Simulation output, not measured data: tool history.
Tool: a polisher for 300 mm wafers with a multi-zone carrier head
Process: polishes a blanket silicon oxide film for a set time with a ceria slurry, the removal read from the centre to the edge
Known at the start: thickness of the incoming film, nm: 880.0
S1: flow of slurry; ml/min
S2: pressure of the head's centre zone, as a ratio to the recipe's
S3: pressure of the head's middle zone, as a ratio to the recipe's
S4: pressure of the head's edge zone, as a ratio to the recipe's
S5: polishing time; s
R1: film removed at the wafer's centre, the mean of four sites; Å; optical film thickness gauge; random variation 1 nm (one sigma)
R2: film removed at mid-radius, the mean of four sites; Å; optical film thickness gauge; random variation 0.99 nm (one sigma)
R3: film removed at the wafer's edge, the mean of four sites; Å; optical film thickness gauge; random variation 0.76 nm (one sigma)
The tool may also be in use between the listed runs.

| run | hour | S1 | S2 | S3 | S4 | S5 | R1 | R2 | R3 |
|---|---|---|---|---|---|---|---|---|---|
| 1 | 0.0 | 165 | 1.00 | 1.00 | 1.00 | 45 | 1200.00 | 1250.4 | 1212.5 |
| 2 | 5.5 | 190 | 1.00 | 1.00 | 1.00 | 45 | 1246.70 | 1282.9 | 1230.8 |
| 3 | 13.2 | 175 | 0.97 | 0.99 | 0.97 | 44 | 1170.90 | 1230.9 | 1177.8 |
| 4 | 15.9 | 165 | 0.94 | 0.98 | 0.95 | 43 | 1101.50 | 1171.3 | 1124.7 |
| 5 | 22.5 | 155 | 0.92 | 0.98 | 0.94 | 43 | 1040.40 | 1170.5 | 1121.7 |
| 6 | 24.3 | 155 | 0.92 | 0.98 | 0.86 | 43 | 1039.30 | 1176.8 | 1070.6 |
| 7 | 31.6 | 145 | 0.91 | 0.97 | 0.86 | 43 | 1029.30 | 1154.8 | 1048.8 |
| 8 | 32.4 | 135 | 0.90 | 0.96 | 0.87 | 43 | 1014.50 | 1122.6 | 1046.6 |

The next listed run, before its measurement:
| 9 | 33.9 | 130 | 0.88 | 0.96 | 0.88 | 43 | ? | ? | ? |

Run 9 gave R1 979.53 Å, R2 1108.2 Å, R3 1062.1 Å.
